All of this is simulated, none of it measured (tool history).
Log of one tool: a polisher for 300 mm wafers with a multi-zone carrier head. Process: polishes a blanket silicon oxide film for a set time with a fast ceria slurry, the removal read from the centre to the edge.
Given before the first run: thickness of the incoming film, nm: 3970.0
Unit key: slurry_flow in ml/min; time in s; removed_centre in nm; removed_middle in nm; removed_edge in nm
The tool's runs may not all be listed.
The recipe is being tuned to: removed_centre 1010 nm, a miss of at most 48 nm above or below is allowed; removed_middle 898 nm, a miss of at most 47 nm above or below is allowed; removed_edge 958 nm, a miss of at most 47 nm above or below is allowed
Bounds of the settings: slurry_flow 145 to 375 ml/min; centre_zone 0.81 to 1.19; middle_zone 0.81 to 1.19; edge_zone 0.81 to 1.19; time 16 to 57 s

{"run": 1, "day": 0.0, "slurry_flow": 240, "centre_zone": 1, "middle_zone": 1, "edge_zone": 1, "time": 36, "removed_centre": 619.9, "removed_middle": 594.74, "removed_edge": 622.27}
{"run": 2, "day": 0.079, "slurry_flow": 245, "centre_zone": 1.03, "middle_zone": 1.01, "edge_zone": 1.03, "time": 40, "removed_centre": 708.24, "removed_middle": 688.17, "removed_edge": 701.09}
{"run": 3, "day": 0.225, "slurry_flow": 245, "centre_zone": 1.05, "middle_zone": 0.99, "edge_zone": 1.05, "time": 43, "removed_centre": 781.82, "removed_middle": 724.87, "removed_edge": 776.42}
{"run": 4, "day": 0.396, "slurry_flow": 245, "centre_zone": 1.12, "middle_zone": 0.99, "edge_zone": 1.05, "time": 43, "removed_centre": 828.35, "removed_middle": 720.23, "removed_edge": 772.76}
{"run": 5, "day": 0.517, "slurry_flow": 250, "centre_zone": 1.13, "middle_zone": 1, "edge_zone": 1.07, "time": 45, "removed_centre": 885.71, "removed_middle": 749.51, "removed_edge": 813.28}
{"run": 6, "day": 0.867, "slurry_flow": 250, "centre_zone": 1.04, "middle_zone": 1, "edge_zone": 1.07, "time": 45, "removed_centre": 819.17, "removed_middle": 769.42, "removed_edge": 801.68}
{"run": 7, "day": 1.083, "slurry_flow": 250, "centre_zone": 1.05, "middle_zone": 0.99, "edge_zone": 1.07, "time": 47, "removed_centre": 853.45, "removed_middle": 782.1, "removed_edge": 858.04}
{"run": 8, "day": 1.217, "slurry_flow": 255, "centre_zone": 1.07, "middle_zone": 1, "edge_zone": 1.07, "time": 48, "removed_centre": 887.77, "removed_middle": 816.24, "removed_edge": 886.17}
{"run": 9, "day": 1.417, "slurry_flow": 255, "centre_zone": 1.09, "middle_zone": 1.01, "edge_zone": 1.07, "time": 49, "removed_centre": 925.36, "removed_middle": 849.87, "removed_edge": 878.55}

Which one of the following 4 next-run settings gets every result inside its allowed miss? There is exactly one.
{"run": "A", "day": 1.617, "slurry_flow": 260, "centre_zone": 1.16, "middle_zone": 1.09, "edge_zone": 1.19, "time": 50, "removed_centre": "?", "removed_middle": "?", "removed_edge": "?"}
{"run": "B", "day": 1.617, "slurry_flow": 195, "centre_zone": 1.03, "middle_zone": 0.93, "edge_zone": 1.11, "time": 49, "removed_centre": "?", "removed_middle": "?", "removed_edge": "?"}
{"run": "C", "day": 1.617, "slurry_flow": 225, "centre_zone": 0.98, "middle_zone": 0.96, "edge_zone": 1.09, "time": 50, "removed_centre": "?", "removed_middle": "?", "removed_edge": "?"}
{"run": "D", "day": 1.617, "slurry_flow": 175, "centre_zone": 1.1, "middle_zone": 0.98, "edge_zone": 1.13, "time": 47, "removed_centre": "?", "removed_middle": "?", "removed_edge": "?"}

move=A removed_centre=1047.4 removed_middle=930.57 removed_edge=938.15
move=B removed_centre=868.53 removed_middle=769.74 removed_edge=864.31
move=C removed_centre=864.45 removed_middle=824.25 removed_edge=889.05
move=D removed_centre=870.93 removed_middle=754.6 removed_edge=823.32
A: every result within its allowed miss
B: further off than the last run
C: further off than the last run
D: further off than the last run
The right move is A.
